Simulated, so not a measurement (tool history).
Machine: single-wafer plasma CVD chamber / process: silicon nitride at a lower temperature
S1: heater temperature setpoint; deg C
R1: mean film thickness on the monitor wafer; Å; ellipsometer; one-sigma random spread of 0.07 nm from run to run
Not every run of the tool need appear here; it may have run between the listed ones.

run 1 hour=0.0 | S1=330 chamber_pressure_(Pa)=205 RF_power_(W)=260 deposition_time_(s)=24.0 | R1=244.68
run 2 hour=7.5 | S1=334 chamber_pressure_(Pa)=205 RF_power_(W)=260 deposition_time_(s)=24.0 | R1=243.94
run 3 hour=9.1 | S1=334 chamber_pressure_(Pa)=220 RF_power_(W)=260 deposition_time_(s)=24.0 | R1=247.49
run 4 hour=14.9 | S1=334 chamber_pressure_(Pa)=233 RF_power_(W)=265 deposition_time_(s)=24.0 | R1=253.30
run 5 hour=21.9 | S1=334 chamber_pressure_(Pa)=241 RF_power_(W)=270 deposition_time_(s)=24.0 | R1=259.49
run 6 hour=23.9 | S1=334 chamber_pressure_(Pa)=249 RF_power_(W)=275 deposition_time_(s)=24.0 | R1=265.18

Run 7 has not been measured yet. What should we expect?
run 7 hour=30.8 | S1=334 chamber_pressure_(Pa)=255 RF_power_(W)=275 deposition_time_(s)=24.0 | R1=?

R1: 265.05 Å
